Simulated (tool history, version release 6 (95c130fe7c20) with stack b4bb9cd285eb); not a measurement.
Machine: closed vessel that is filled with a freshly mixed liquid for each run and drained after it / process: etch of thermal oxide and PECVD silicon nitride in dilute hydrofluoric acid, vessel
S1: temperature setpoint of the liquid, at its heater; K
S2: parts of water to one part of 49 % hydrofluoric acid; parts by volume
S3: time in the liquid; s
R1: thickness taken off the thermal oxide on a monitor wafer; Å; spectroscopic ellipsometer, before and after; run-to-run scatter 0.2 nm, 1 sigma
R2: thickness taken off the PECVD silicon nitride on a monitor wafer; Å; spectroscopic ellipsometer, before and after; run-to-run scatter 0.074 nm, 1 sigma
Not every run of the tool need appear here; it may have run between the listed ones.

{"run": 1, "hour": 0.0, "S1": 298.15, "S2": 215, "S3": 525, "R1": 98.23, "R2": 71.955}
{"run": 2, "hour": 7.2, "S1": 298.15, "S2": 135, "S3": 525, "R1": 172.75, "R2": 113.41}
{"run": 3, "hour": 11.6, "S1": 300.15, "S2": 140, "S3": 530, "R1": 178.23, "R2": 125.93}
{"run": 4, "hour": 15.1, "S1": 301.15, "S2": 140, "S3": 530, "R1": 184.53, "R2": 135.67}
{"run": 5, "hour": 16.3, "S1": 298.15, "S2": 140, "S3": 530, "R1": 166.83, "R2": 111.41}
{"run": 6, "hour": 20.8, "S1": 298.15, "S2": 80, "S3": 530, "R1": 309.63, "R2": 194.51}
{"run": 7, "hour": 26.2, "S1": 300.15, "S2": 95, "S3": 540, "R1": 284.17, "R2": 189.08}
{"run": 8, "hour": 31.1, "S1": 304.15, "S2": 165, "S3": 570, "R1": 180.29, "R2": 146.58}
{"run": 9, "hour": 38.1, "S1": 304.15, "S2": 160, "S3": 565, "R1": 188.76, "R2": 150.41}

The next listed run, before its measurement:
{"run": 10, "hour": 43.8, "S1": 304.15, "S2": 155, "S3": 560, "R1": "?", "R2": "?"}

{"run 10": {"R1": 195.02, "R2": 154.75}}
